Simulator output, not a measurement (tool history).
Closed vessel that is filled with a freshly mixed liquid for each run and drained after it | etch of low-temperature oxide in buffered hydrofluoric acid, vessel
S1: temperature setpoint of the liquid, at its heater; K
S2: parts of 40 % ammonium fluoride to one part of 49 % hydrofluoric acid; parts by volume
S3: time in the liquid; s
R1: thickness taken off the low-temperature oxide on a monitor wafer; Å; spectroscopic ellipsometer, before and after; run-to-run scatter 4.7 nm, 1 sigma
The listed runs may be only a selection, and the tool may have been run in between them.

run 1 hour=0.0 | S1=296.15 S2=11.5 S3=90 | R1=5139.9
run 2 hour=4.6 | S1=296.15 S2=11.5 S3=90 | R1=5127.4
run 3 hour=8.3 | S1=298.65 S2=10.5 S3=90 | R1=6475.7
run 4 hour=12.3 | S1=298.65 S2=10.5 S3=90 | R1=6448.6
run 5 hour=17.7 | S1=298.65 S2=10.5 S3=95 | R1=6775.7
run 6 hour=20.6 | S1=300.15 S2=10.5 S3=95 | R1=7393.7

Expected results for the next run?
-- hour=29.2 hydrofluoric acid flow meter replaced
run 7 hour=29.2 | S1=301.65 S2=10.0 S3=95 | R1=?

{"run 7": {"R1": 7950.9}}
